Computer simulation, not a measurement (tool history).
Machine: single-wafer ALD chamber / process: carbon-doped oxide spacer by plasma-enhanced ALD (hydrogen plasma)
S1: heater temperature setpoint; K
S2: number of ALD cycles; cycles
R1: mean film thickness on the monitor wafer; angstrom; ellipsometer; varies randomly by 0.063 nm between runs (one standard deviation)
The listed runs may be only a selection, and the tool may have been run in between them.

Run 1, hour 0.0: S1 678.15 K, S2 411 cycles. Result: R1 192.09 angstrom.
Run 2, hour 5.9: S1 678.15 K, S2 370 cycles. Result: R1 173.29 angstrom.
Run 3, hour 14.1: S1 675.15 K, S2 394 cycles. Result: R1 186.22 angstrom.
Run 4, hour 21.8: S1 675.15 K, S2 450 cycles. Result: R1 212.42 angstrom.
Run 5, hour 26.8: S1 672.15 K, S2 454 cycles. Result: R1 215.55 angstrom.
Run 6, hour 30.5: S1 672.15 K, S2 424 cycles. Result: R1 200.97 angstrom.
Run 7, hour 38.4: S1 672.15 K, S2 424 cycles. Result: R1 200.86 angstrom.

Run 8 has not been measured yet. What should we expect?
Run 8, hour 48.0: S1 670.15 K, S2 435 cycles. Result: R1 ?.

{"run 8": {"R1": 205.79}}

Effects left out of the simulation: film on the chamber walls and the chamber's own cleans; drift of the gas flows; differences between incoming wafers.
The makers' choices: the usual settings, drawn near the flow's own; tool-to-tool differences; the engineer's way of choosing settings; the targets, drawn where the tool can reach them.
